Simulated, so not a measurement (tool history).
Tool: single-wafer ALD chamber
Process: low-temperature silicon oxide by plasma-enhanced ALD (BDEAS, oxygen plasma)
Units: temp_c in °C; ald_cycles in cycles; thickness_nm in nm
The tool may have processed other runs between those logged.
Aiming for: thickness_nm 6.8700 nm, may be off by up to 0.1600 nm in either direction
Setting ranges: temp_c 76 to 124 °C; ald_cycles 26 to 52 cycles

run 1 day=0.000 | temp_c=100 ald_cycles=39 | thickness_nm=5.5511
run 2 day=0.300 | temp_c=110 ald_cycles=39 | thickness_nm=5.4455
run 3 day=0.346 | temp_c=109 ald_cycles=40 | thickness_nm=5.6294
run 4 day=0.617 | temp_c=109 ald_cycles=41 | thickness_nm=5.7590
run 5 day=0.688 | temp_c=109 ald_cycles=42 | thickness_nm=5.9101
run 6 day=1.054 | temp_c=109 ald_cycles=38 | thickness_nm=5.3070
run 7 day=1.375 | temp_c=108 ald_cycles=39 | thickness_nm=5.4832
run 8 day=1.621 | temp_c=107 ald_cycles=40 | thickness_nm=5.6540
run 9 day=1.683 | temp_c=106 ald_cycles=41 | thickness_nm=5.7841

Which of these 4 next moves meets every target?
run A day=1.746 | temp_c=93 ald_cycles=52 | thickness_nm=?
run B day=1.746 | temp_c=96 ald_cycles=48 | thickness_nm=?
run C day=1.746 | temp_c=104 ald_cycles=38 | thickness_nm=?
run D day=1.746 | temp_c=100 ald_cycles=39 | thickness_nm=?

move=A thickness_nm=7.5527
move=B thickness_nm=6.9067
move=C thickness_nm=5.3649
move=D thickness_nm=5.5413
A: moves the result that the last run missed by most past its target, out the other side
B: each result inside its tolerance
C: its largest miss is bigger than the last run's
D: its largest miss is bigger than the last run's
Move B is the one to make.
